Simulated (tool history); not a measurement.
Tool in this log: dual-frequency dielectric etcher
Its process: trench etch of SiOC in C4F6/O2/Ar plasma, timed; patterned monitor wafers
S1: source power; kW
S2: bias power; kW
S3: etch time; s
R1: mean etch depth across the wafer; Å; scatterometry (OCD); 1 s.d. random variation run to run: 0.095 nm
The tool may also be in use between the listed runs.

| run | day | S1 | S2 | S3 | R1 |
|---|---|---|---|---|---|
| 1 | 0 | 0.43 | 0.144 | 11.5 | 215.18 |
| 2 | 0.204 | 0.46 | 0.146 | 11.5 | 220.45 |
| 3 | 0.412 | 0.48 | 0.149 | 11.5 | 225.36 |
| 4 | 0.779 | 0.45 | 0.149 | 11.5 | 219.88 |
| 5 | 0.888 | 0.47 | 0.152 | 11.5 | 224.39 |
| 6 | 1.162 | 0.47 | 0.127 | 11.5 | 210.4 |
| 7 | 1.188 | 0.49 | 0.133 | 11.5 | 217.56 |

Run 8 comes next. What will it give?
| 8 | 1.283 | 0.58 | 0.146 | 11.5 | ? |

{"run 8": {"R1": 240.26}}
